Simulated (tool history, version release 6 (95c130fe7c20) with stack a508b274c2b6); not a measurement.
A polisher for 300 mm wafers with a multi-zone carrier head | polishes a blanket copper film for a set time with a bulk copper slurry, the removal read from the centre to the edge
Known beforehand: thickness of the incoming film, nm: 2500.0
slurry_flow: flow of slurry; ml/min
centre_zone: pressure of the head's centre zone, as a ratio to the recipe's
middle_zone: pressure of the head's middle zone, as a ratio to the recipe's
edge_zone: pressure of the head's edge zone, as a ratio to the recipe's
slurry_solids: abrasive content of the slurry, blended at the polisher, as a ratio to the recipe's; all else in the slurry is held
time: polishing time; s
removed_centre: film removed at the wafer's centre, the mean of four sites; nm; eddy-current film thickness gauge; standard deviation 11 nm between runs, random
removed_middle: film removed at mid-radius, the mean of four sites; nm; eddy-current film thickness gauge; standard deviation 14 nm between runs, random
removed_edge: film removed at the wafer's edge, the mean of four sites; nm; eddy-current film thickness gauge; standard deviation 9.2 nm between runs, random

run 1 day=0 | slurry_flow=295 centre_zone=1 middle_zone=1 edge_zone=1 slurry_solids=1 time=61 | removed_centre=1073.3 removed_middle=1065.7 removed_edge=1063.4
run 2 day=0.179 | slurry_flow=300 centre_zone=1 middle_zone=1 edge_zone=1.02 slurry_solids=1.05 time=61 | removed_centre=1079.8 removed_middle=1089.3 removed_edge=1097.8
run 3 day=0.4 | slurry_flow=300 centre_zone=1 middle_zone=1 edge_zone=0.94 slurry_solids=1.05 time=61 | removed_centre=1074.6 removed_middle=1077.1 removed_edge=1060
run 4 day=0.429 | slurry_flow=300 centre_zone=1 middle_zone=0.96 edge_zone=0.94 slurry_solids=1.05 time=61 | removed_centre=1063.2 removed_middle=1039.4 removed_edge=1050.7
run 5 day=0.733 | slurry_flow=300 centre_zone=1.08 middle_zone=0.96 edge_zone=0.94 slurry_solids=1.05 time=61 | removed_centre=1157.4 removed_middle=1062.1 removed_edge=1065.4
run 6 day=1.108 | slurry_flow=300 centre_zone=1.08 middle_zone=1.01 edge_zone=0.94 slurry_solids=1.05 time=61 | removed_centre=1152.8 removed_middle=1063 removed_edge=1065.9
run 7 day=1.342 | slurry_flow=300 centre_zone=1.06 middle_zone=1 edge_zone=0.97 slurry_solids=1.1 time=61 | removed_centre=1154.7 removed_middle=1071.8 removed_edge=1077.1
run 8 day=1.446 | slurry_flow=305 centre_zone=1.04 middle_zone=1 edge_zone=1 slurry_solids=1.15 time=62 | removed_centre=1179.8 removed_middle=1131.9 removed_edge=1120.3
run 9 day=1.621 | slurry_flow=305 centre_zone=1.02 middle_zone=0.98 edge_zone=1.03 slurry_solids=1.15 time=63 | removed_centre=1169 removed_middle=1099.4 removed_edge=1149.4
run 10 day=1.654 | slurry_flow=305 centre_zone=1.02 middle_zone=0.98 edge_zone=1.03 slurry_solids=1.15 time=63 | removed_centre=1144.6 removed_middle=1102 removed_edge=1147.4

Predict the results of run 11:
run 11 day=1.842 | slurry_flow=310 centre_zone=1.01 middle_zone=0.99 edge_zone=1.05 slurry_solids=1.2 time=63 | removed_centre=? removed_middle=? removed_edge=?

{"run 11": {"removed_centre": 1157.9, "removed_middle": 1158.5, "removed_edge": 1176.1}}
